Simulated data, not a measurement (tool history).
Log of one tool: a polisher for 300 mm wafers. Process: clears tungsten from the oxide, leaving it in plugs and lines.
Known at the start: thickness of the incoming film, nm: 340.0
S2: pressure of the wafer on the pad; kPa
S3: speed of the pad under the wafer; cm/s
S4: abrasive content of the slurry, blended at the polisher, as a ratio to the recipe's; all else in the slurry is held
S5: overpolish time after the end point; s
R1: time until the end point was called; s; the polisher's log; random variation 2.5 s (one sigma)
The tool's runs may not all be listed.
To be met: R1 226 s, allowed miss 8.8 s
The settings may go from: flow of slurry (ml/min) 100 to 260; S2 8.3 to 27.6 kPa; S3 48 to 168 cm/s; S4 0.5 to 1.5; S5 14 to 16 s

{"run": 1, "day": 0.0, "flow of slurry (ml/min)": 165, "S2": 17.9, "S3": 108, "S4": 1, "S5": 14, "R1": 104.12}
{"run": 2, "day": 0.279, "flow of slurry (ml/min)": 165, "S2": 17.9, "S3": 108, "S4": 1, "S5": 14, "R1": 101.56}
{"run": 3, "day": 0.529, "flow of slurry (ml/min)": 180, "S2": 17.9, "S3": 108, "S4": 1, "S5": 14, "R1": 99.098}
{"run": 4, "day": 0.875, "flow of slurry (ml/min)": 165, "S2": 14.5, "S3": 102, "S4": 1, "S5": 14, "R1": 132.49}
{"run": 5, "day": 1.046, "flow of slurry (ml/min)": 155, "S2": 12.4, "S3": 98, "S4": 1, "S5": 14, "R1": 160.72}
{"run": 6, "day": 1.383, "flow of slurry (ml/min)": 155, "S2": 12.4, "S3": 98, "S4": 1, "S5": 14, "R1": 157.48}
{"run": 7, "day": 1.454, "flow of slurry (ml/min)": 150, "S2": 11, "S3": 96, "S4": 1, "S5": 14, "R1": 181.3}
{"run": 8, "day": 1.675, "flow of slurry (ml/min)": 140, "S2": 10.3, "S3": 96, "S4": 1, "S5": 14, "R1": 192.89}
{"run": 9, "day": 1.917, "flow of slurry (ml/min)": 120, "S2": 8.3, "S3": 94, "S4": 1, "S5": 14, "R1": 257.31}
{"run": 10, "day": 2.125, "flow of slurry (ml/min)": 130, "S2": 8.3, "S3": 94, "S4": 1, "S5": 14, "R1": 248.42}
{"run": 11, "day": 2.296, "flow of slurry (ml/min)": 135, "S2": 8.3, "S3": 94, "S4": 1, "S5": 14, "R1": 248.1}
{"run": 12, "day": 2.388, "flow of slurry (ml/min)": 145, "S2": 8.3, "S3": 94, "S4": 1, "S5": 14, "R1": 240.98}
{"run": 13, "day": 2.729, "flow of slurry (ml/min)": 150, "S2": 8.3, "S3": 94, "S4": 1, "S5": 14, "R1": 238.73}

5 next moves are on the table. One of them brings every result within its allowed miss. Which?
{"run": "A", "day": 3.071, "flow of slurry (ml/min)": 155, "S2": 9.7, "S3": 96, "S4": 1.1, "S5": 14, "R1": "?"}
{"run": "B", "day": 3.071, "flow of slurry (ml/min)": 225, "S2": 11, "S3": 62, "S4": 1, "S5": 15, "R1": "?"}
{"run": "C", "day": 3.071, "flow of slurry (ml/min)": 150, "S2": 8.3, "S3": 122, "S4": 0.8, "S5": 14, "R1": "?"}
{"run": "D", "day": 3.071, "flow of slurry (ml/min)": 135, "S2": 9.7, "S3": 112, "S4": 0.75, "S5": 14, "R1": "?"}
{"run": "E", "day": 3.071, "flow of slurry (ml/min)": 175, "S2": 9, "S3": 80, "S4": 0.9, "S5": 14, "R1": "?"}

move=A R1=200.98
move=B R1=222.79
move=C R1=208.98
move=D R1=199.85
move=E R1=246.49
A: takes the result that was furthest off past its target
B: meets every target
C: takes the result that was furthest off past its target
D: takes the result that was furthest off past its target
E: further off than the last run
The right move is B.
